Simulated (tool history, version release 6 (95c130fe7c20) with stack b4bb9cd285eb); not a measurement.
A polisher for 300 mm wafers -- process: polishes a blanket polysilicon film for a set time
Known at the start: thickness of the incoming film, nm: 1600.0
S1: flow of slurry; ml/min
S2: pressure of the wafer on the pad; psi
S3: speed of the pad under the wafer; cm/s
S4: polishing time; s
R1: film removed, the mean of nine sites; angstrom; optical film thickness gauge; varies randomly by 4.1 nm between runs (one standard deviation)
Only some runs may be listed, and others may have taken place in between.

Run 1, hour 0.0: S1 155 ml/min, S2 1.9 psi, S3 106 cm/s, S4 94 s. Result: R1 6563.8 angstrom.
Run 2, hour 8.5: S1 150 ml/min, S2 1.6 psi, S3 104 cm/s, S4 94 s. Result: R1 5423.7 angstrom.
Run 3, hour 9.2: S1 150 ml/min, S2 1.6 psi, S3 114 cm/s, S4 94 s. Result: R1 5922.3 angstrom.
Run 4, hour 14.5: S1 145 ml/min, S2 1.4 psi, S3 110 cm/s, S4 94 s. Result: R1 4997.8 angstrom.
Run 5, hour 20.1: S1 140 ml/min, S2 1.3 psi, S3 110 cm/s, S4 94 s. Result: R1 4753.5 angstrom.
Run 6, hour 21.2: S1 140 ml/min, S2 1.2 psi, S3 108 cm/s, S4 94 s. Result: R1 4310.2 angstrom.
Run 7, hour 27.8: S1 135 ml/min, S2 1.1 psi, S3 108 cm/s, S4 94 s. Result: R1 3968.9 angstrom.
Run 8, hour 35.4: S1 130 ml/min, S2 1.1 psi, S3 108 cm/s, S4 94 s. Result: R1 4002.9 angstrom.
Run 9, hour 41.7: S1 125 ml/min, S2 1.1 psi, S3 108 cm/s, S4 94 s. Result: R1 3969.0 angstrom.

Run 10 is up next; what results do you expect?
Run 10, hour 44.0: S1 120 ml/min, S2 0.9 psi, S3 108 cm/s, S4 94 s. Result: R1 ?.

R1: 3291.1 angstrom

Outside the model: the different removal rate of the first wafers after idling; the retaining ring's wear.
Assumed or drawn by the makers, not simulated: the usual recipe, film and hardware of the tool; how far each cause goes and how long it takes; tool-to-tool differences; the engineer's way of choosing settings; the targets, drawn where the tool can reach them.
